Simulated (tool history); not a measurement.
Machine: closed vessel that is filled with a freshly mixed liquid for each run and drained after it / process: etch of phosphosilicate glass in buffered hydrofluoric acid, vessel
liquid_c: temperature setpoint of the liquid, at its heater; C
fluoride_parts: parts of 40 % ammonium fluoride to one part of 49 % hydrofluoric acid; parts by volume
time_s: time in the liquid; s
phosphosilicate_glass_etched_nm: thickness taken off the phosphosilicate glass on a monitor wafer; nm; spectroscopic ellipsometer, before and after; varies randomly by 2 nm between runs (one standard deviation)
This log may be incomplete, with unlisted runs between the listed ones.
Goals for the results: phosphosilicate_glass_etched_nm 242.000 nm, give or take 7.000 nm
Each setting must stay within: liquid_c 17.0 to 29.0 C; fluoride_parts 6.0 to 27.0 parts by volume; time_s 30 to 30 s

run  hour  liquid_c  fluoride_parts  time_s  phosphosilicate_glass_etched_nm
  1   0.0      21.0            16.5      30                           97.329
  2   8.5      21.0            16.5      30                           98.223
  3  11.6      23.5            14.0      30                          134.070
  4  19.4      23.5            17.0      30                          107.230
  5  27.2      25.5            14.5      30                          139.250
  6  35.9      25.5            14.5      30                          143.210
  7  42.3      26.5            13.0      30                          165.890
  8  49.0      27.5            12.0      30                          188.970

Of the 4 settings listed for the next run, only one would bring every result within its allowed miss of target. Which one?
  A  55.7      25.0             8.0      30                                ?
  B  55.7      29.0             8.5      30                                ?
  C  55.7      28.5             8.0      30                                ?
  D  55.7      28.0            10.5      30                                ?

move  phosphosilicate_glass_etched_nm
   A                          240.620
   B                          279.010
   C                          290.180
   D                          222.020
A: in spec on every target
B: takes the result that was furthest off past its target
C: takes the result that was furthest off past its target
D: closes in on the targets versus the last run, not all within tolerance yet
Answer: A
